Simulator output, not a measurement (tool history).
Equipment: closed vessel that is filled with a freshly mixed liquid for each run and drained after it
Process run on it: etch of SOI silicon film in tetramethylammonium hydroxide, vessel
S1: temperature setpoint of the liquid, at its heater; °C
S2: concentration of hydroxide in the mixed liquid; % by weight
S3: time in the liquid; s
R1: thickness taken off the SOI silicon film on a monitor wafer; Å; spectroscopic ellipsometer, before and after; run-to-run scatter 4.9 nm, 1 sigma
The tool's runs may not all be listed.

Run 1, hour 0.0: S1 76.0 °C, S2 15.5 % by weight, S3 90 s. Result: R1 8660.6 Å.
Run 2, hour 6.5: S1 73.5 °C, S2 15.5 % by weight, S3 90 s. Result: R1 7466.4 Å.
Run 3, hour 11.3: S1 76.0 °C, S2 15.5 % by weight, S3 90 s. Result: R1 8679.3 Å.
Run 4, hour 18.9: S1 76.0 °C, S2 15.5 % by weight, S3 95 s. Result: R1 8993.6 Å.
At hour 21.4: thermometer replaced.
Run 5, hour 21.4: S1 73.5 °C, S2 15.5 % by weight, S3 95 s. Result: R1 7453.6 Å.
Run 6, hour 30.5: S1 70.0 °C, S2 15.5 % by weight, S3 95 s. Result: R1 6129.9 Å.

Run 7, settings as shown, results not yet in. Your forecast:
Run 7, hour 34.0: S1 69.5 °C, S2 15.5 % by weight, S3 95 s. Result: R1 ?.

{"run 7": {"R1": 5803.7}}
